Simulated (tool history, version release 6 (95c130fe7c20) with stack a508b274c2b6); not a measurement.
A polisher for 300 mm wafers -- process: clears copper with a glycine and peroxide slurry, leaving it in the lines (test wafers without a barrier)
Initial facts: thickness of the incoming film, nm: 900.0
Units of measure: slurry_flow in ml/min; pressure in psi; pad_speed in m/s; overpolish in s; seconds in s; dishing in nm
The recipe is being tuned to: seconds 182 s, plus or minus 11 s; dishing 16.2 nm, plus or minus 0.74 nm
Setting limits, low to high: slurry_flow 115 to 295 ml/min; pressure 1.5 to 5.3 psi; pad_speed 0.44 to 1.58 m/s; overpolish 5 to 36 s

run	hour	slurry_flow	pressure	pad_speed	overpolish	seconds	dishing
1	0	190	3.4	1	18	144.47	43.02
2	3.9	190	3.4	1	23	147.44	48.138
3	5.2	190	3	1	23	162.98	46.814
4	6.4	170	3.1	0.84	18	180.12	40.289
5	14	170	3.1	0.84	21	180.82	42.539
6	22.8	170	3.1	0.7	21	198.25	41.699
7	27.8	155	2.6	0.82	16	208.72	34.524
8	33.6	155	2.6	0.82	16	220.24	34.79

Which of these 4 next moves meets every target?
A	39.4	165	3.2	0.76	24	?	?
B	39.4	260	3	0.62	36	?	?
C	39.4	180	2.8	0.92	26	?	?
D	39.4	125	3.3	0.82	5	?	?

move	seconds	dishing
A	182.68	44.955
B	208.99	50.674
C	178.47	46.348
D	173.89	16.343
A: the biggest miss grows against the last run
B: the biggest miss grows against the last run
C: the biggest miss grows against the last run
D: each result inside its tolerance
The right move is D.
